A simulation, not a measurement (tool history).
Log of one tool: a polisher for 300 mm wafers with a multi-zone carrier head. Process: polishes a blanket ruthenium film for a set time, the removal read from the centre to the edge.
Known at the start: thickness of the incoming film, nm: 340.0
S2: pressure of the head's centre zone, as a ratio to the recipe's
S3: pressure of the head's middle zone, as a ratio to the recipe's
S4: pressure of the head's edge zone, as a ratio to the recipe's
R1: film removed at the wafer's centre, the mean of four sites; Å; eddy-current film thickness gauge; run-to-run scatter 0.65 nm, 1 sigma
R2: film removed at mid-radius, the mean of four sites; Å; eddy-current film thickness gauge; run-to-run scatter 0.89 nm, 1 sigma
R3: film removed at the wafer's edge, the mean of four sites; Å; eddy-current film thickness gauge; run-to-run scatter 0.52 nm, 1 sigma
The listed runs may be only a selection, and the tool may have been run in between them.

run 1 hour=0.0 | flow_of_slurry_(ml/min)=240 S2=1.00 S3=1.00 S4=1.00 polishing_time_(s)=58 | R1=516.19 R2=532.23 R3=522.86
run 2 hour=8.1 | flow_of_slurry_(ml/min)=260 S2=1.04 S3=1.06 S4=1.01 polishing_time_(s)=62 | R1=571.20 R2=602.32 R3=560.39
run 3 hour=14.1 | flow_of_slurry_(ml/min)=290 S2=1.04 S3=1.06 S4=1.01 polishing_time_(s)=62 | R1=586.15 R2=613.71 R3=557.61
run 4 hour=15.2 | flow_of_slurry_(ml/min)=300 S2=1.07 S3=1.09 S4=1.03 polishing_time_(s)=65 | R1=633.81 R2=642.54 R3=602.64
run 5 hour=22.8 | flow_of_slurry_(ml/min)=310 S2=1.08 S3=1.12 S4=1.01 polishing_time_(s)=68 | R1=670.67 R2=687.69 R3=624.60
run 6 hour=23.9 | flow_of_slurry_(ml/min)=320 S2=1.08 S3=1.14 S4=0.99 polishing_time_(s)=70 | R1=699.79 R2=748.48 R3=641.05
run 7 hour=30.4 | flow_of_slurry_(ml/min)=325 S2=1.09 S3=1.15 S4=0.99 polishing_time_(s)=71 | R1=706.02 R2=761.40 R3=650.38
run 8 hour=33.7 | flow_of_slurry_(ml/min)=330 S2=1.10 S3=1.16 S4=0.99 polishing_time_(s)=72 | R1=720.70 R2=762.56 R3=660.15
run 9 hour=41.7 | flow_of_slurry_(ml/min)=335 S2=1.11 S3=1.17 S4=0.98 polishing_time_(s)=73 | R1=744.31 R2=806.03 R3=656.74

Estimate the outcome of run 10 from the log above:
run 10 hour=43.5 | flow_of_slurry_(ml/min)=340 S2=1.11 S3=1.17 S4=0.99 polishing_time_(s)=73 | R1=? R2=? R3=?

{"run 10": {"R1": 750.83, "R2": 792.88, "R3": 669.47}}
